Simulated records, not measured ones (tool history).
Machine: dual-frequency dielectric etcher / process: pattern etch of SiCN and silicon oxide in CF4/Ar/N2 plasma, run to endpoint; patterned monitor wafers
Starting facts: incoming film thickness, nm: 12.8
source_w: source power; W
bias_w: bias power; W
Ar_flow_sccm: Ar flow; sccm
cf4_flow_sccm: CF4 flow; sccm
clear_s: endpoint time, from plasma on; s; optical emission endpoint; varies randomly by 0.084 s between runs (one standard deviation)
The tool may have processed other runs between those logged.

Run 1, hour 0.0: source_w 500 W, bias_w 59 W, Ar_flow_sccm 131 sccm, cf4_flow_sccm 62 sccm. Result: clear_s 16.692 s.
Run 2, hour 6.8: source_w 510 W, bias_w 59 W, Ar_flow_sccm 131 sccm, cf4_flow_sccm 62 sccm. Result: clear_s 16.410 s.
Run 3, hour 14.2: source_w 480 W, bias_w 59 W, Ar_flow_sccm 131 sccm, cf4_flow_sccm 62 sccm. Result: clear_s 17.247 s.
Run 4, hour 20.6: source_w 490 W, bias_w 59 W, Ar_flow_sccm 131 sccm, cf4_flow_sccm 62 sccm. Result: clear_s 16.922 s.
Run 5, hour 26.1: source_w 500 W, bias_w 59 W, Ar_flow_sccm 131 sccm, cf4_flow_sccm 62 sccm. Result: clear_s 16.806 s.
Run 6, hour 33.9: source_w 510 W, bias_w 59 W, Ar_flow_sccm 131 sccm, cf4_flow_sccm 62 sccm. Result: clear_s 16.400 s.
Run 7, hour 39.7: source_w 510 W, bias_w 59 W, Ar_flow_sccm 131 sccm, cf4_flow_sccm 62 sccm. Result: clear_s 16.392 s.

Run 8, settings as shown, results not yet in. Your forecast:
Run 8, hour 41.1: source_w 520 W, bias_w 59 W, Ar_flow_sccm 131 sccm, cf4_flow_sccm 62 sccm. Result: clear_s ?.

{"run 8": {"clear_s": 16.223}}
